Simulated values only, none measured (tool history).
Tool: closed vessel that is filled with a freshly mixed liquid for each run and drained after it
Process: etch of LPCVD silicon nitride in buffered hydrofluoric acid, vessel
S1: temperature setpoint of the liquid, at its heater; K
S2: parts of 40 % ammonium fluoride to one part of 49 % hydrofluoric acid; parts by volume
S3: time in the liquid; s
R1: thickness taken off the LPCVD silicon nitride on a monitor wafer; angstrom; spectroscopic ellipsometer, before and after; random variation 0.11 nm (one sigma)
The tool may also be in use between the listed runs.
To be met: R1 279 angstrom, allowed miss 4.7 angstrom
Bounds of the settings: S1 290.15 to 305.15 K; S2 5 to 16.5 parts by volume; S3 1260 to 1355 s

run  hour      S1    S2    S3      R1
  1     0  298.15    10  1260     223
  2     3  298.15    10  1260  224.53
  3   6.1  298.65    10  1260  231.98
  4  11.4  298.65  12.5  1260  183.61
  5  16.6  299.15  12.5  1260  189.27
  6  19.5  299.65  12.5  1260  196.28
  7  25.6  300.15  12.5  1260  201.96
  8  29.4  300.65  12.5  1260  206.76
  9    37  300.65  12.5  1260  204.51

5 next moves are on the table. One of them brings every result within its allowed miss. Which?
  A  44.6  302.65  10.5  1290   ?
  B  44.6  298.65    10  1265   ?
  C  44.6  301.65    11  1285   ?
  D  44.6  299.65  14.5  1315   ?
  E  44.6  302.15    11  1345   ?

move      R1
   A  276.76
   B  229.94
   C  249.94
   D  175.48
   E  268.62
A: meets every target
B: nearer than the last run, and not there yet
C: nearer than the last run, and not there yet
D: further off than the last run
E: nearer than the last run, and not there yet
Answer: A

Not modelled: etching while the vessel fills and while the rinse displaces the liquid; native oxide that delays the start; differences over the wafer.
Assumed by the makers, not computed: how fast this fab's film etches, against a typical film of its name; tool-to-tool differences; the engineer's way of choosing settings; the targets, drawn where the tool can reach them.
